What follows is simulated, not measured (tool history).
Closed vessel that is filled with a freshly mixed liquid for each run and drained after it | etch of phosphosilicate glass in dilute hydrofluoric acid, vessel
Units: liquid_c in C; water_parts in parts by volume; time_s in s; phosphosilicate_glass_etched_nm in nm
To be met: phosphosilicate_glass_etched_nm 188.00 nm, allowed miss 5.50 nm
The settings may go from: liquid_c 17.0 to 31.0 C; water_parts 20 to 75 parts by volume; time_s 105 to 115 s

run,hour,liquid_c,water_parts,time_s,phosphosilicate_glass_etched_nm
1,0.0,23.0,45,105,231.81
2,8.1,23.0,45,115,251.89
3,15.2,23.0,45,105,231.06
4,18.0,23.0,50,105,209.80
5,25.4,23.0,50,115,227.42
6,34.1,22.5,50,115,225.45
7,42.5,22.0,50,115,217.63
8,46.0,21.5,50,115,213.55

Which of these 4 next moves meets every target?
A,49.5,21.0,55,115,?
B,49.5,25.5,50,110,?
C,49.5,23.0,45,115,?
D,49.5,18.5,40,115,?

move,phosphosilicate_glass_etched_nm
A,188.75
B,240.74
C,254.00
D,237.51
A: meets every target
B: further off than the last run
C: further off than the last run
D: further off than the last run
Answer: A

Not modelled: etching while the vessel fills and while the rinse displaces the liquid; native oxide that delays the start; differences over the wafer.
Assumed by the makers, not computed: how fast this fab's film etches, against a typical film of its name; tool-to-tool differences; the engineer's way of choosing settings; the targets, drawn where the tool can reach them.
